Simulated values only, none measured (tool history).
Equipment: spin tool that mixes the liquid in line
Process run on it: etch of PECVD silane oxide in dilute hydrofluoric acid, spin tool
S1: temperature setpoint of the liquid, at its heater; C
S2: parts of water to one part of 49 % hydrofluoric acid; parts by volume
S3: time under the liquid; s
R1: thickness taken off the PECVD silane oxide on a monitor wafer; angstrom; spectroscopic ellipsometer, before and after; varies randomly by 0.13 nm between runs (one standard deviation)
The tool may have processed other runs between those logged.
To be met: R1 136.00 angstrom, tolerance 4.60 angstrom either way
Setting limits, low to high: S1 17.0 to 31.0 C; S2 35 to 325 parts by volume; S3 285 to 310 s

| run | hour | S1 | S2 | S3 | R1 |
|---|---|---|---|---|---|
| 1 | 0.0 | 23.0 | 180 | 285 | 245.81 |
| 2 | 4.5 | 22.0 | 190 | 285 | 217.09 |
| 3 | 12.9 | 24.5 | 190 | 285 | 242.64 |
| 4 | 14.2 | 26.0 | 190 | 285 | 254.91 |
| 5 | 22.9 | 24.5 | 200 | 285 | 222.66 |
| 6 | 25.2 | 23.0 | 205 | 285 | 206.36 |
| 7 | 28.6 | 23.0 | 205 | 285 | 206.65 |
| 8 | 37.5 | 22.0 | 210 | 285 | 196.71 |
| 9 | 45.0 | 21.0 | 220 | 285 | 175.92 |
| 10 | 48.5 | 20.5 | 225 | 285 | 170.23 |
| 11 | 56.2 | 20.0 | 230 | 285 | 160.94 |
| 12 | 63.1 | 19.5 | 235 | 285 | 154.65 |
| 13 | 65.2 | 19.0 | 235 | 285 | 151.86 |
| 14 | 68.2 | 18.5 | 235 | 285 | 147.26 |
| 15 | 74.4 | 18.0 | 235 | 285 | 144.76 |

Exactly one of the 5 candidate moves below puts every result within its allowed miss. Which one?
| A | 80.6 | 17.5 | 250 | 295 | ? |
| B | 80.6 | 17.5 | 230 | 295 | ? |
| C | 80.6 | 17.5 | 240 | 300 | ? |
| D | 80.6 | 18.5 | 220 | 285 | ? |
| E | 80.6 | 18.5 | 250 | 310 | ? |

| move | R1 |
|---|---|
| A | 136.20 |
| B | 150.70 |
| C | 145.56 |
| D | 159.70 |
| E | 148.73 |
A: all results land within tolerance of their targets
B: lands further from the targets than the last run did
C: lands further from the targets than the last run did
D: lands further from the targets than the last run did
E: lands further from the targets than the last run did
A is the move that brings every result within its allowed miss.
